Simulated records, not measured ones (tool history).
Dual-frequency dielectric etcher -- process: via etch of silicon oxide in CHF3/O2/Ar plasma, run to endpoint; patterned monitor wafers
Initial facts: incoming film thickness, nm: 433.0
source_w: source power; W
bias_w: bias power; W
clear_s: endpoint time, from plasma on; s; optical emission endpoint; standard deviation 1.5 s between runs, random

run,hour,source_w,bias_w,clear_s
1,0,500,121,242.67
2,8,430,121,265.16
3,10.3,430,141,246.98
4,18.3,480,141,231.49
5,19.2,540,141,216.9
6,26.2,500,138,230.79
7,34,460,136,242.02

What does the tool deliver on the next run?
8,34.8,430,134,?

{"run 8": {"clear_s": 250.71}}
